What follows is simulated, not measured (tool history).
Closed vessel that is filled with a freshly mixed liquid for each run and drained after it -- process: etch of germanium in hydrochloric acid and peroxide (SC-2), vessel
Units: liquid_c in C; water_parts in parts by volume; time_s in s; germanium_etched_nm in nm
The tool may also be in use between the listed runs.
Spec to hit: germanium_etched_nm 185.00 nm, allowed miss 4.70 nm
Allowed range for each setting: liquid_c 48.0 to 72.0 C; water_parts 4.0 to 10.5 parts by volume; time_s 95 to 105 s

run,day,liquid_c,water_parts,time_s,germanium_etched_nm
1,0.000,64.0,5.5,95,273.49
2,0.225,64.0,5.5,95,271.16
3,0.375,61.5,5.5,95,250.78
4,0.600,61.5,7.0,95,252.14
5,0.733,66.5,7.0,95,286.77
6,0.808,66.5,7.0,105,319.00
7,1.162,63.0,7.5,105,286.58
8,1.429,60.0,7.5,105,262.45
9,1.517,58.0,7.5,105,247.28
10,1.642,56.0,7.5,105,237.27
11,1.746,48.0,8.0,100,173.77

4 candidate next runs follow, results not yet known. Just one meets every target within its allowed miss. Identify it.
A,1.850,50.5,7.5,105,?
B,1.850,48.0,9.5,95,?
C,1.850,49.5,5.5,100,?
D,1.850,51.5,7.0,100,?

move,germanium_etched_nm
A,195.94
B,160.90
C,183.34
D,193.39
A: carries the result that was furthest off beyond its target, to the other side
B: misses by more than the last run did
C: all results in spec
D: carries the result that was furthest off beyond its target, to the other side
C is the move that brings every result within its allowed miss.
